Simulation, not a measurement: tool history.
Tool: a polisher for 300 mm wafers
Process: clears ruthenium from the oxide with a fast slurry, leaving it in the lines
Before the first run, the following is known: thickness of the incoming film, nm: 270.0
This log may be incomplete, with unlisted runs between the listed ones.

run  hour  flow of slurry (ml/min)  pressure of the wafer on the pad (psi)  speed of the pad under the wafer (m/s)  abrasive content of the slurry  overpolish time after the end point (s)  time until the end point was called (s)  dishing of a wide line in a test structure (angstrom)
  1     0                      165                                     1.8                                    1.22                               1                                       26                                   72.802                                                 763.82
  2   5.5                      165                                     2.1                                    1.22                               1                                       26                                   62.199                                                 851.74
  3  14.5                      165                                     2.1                                    1.42                               1                                       26                                   53.996                                                 977.89
  4  21.6                      165                                     1.9                                    1.34                               1                                       24                                   61.924                                                 800.84
  5  27.4                      165                                     1.7                                    1.28                               1                                       22                                    71.07                                                 677.14
  6  36.3                      165                                     1.7                                    1.28                             0.9                                       22                                    77.38                                                 628.51
  7  44.5                      165                                     1.6                                    1.24                             0.9                                       20                                   84.731                                                 527.15
  8  47.2                      150                                     1.1                                    1.12                             0.9                                       15                                   132.03                                                 276.15
  9  55.4                      145                                     1.1                                    1.12                             0.9                                       15                                    131.9                                                 264.38
 10  64.1                      145                                     1.1                                    1.12                             0.9                                       15                                   133.72                                                 280.55

What will run 11 give?
 11  66.4                      145                                     1.1                                    1.12                             0.9                                       15                                        ?                                                      ?

{"run 11": {"time until the end point was called (s)": 132.93, "dishing of a wide line in a test structure (angstrom)": 268.23}}
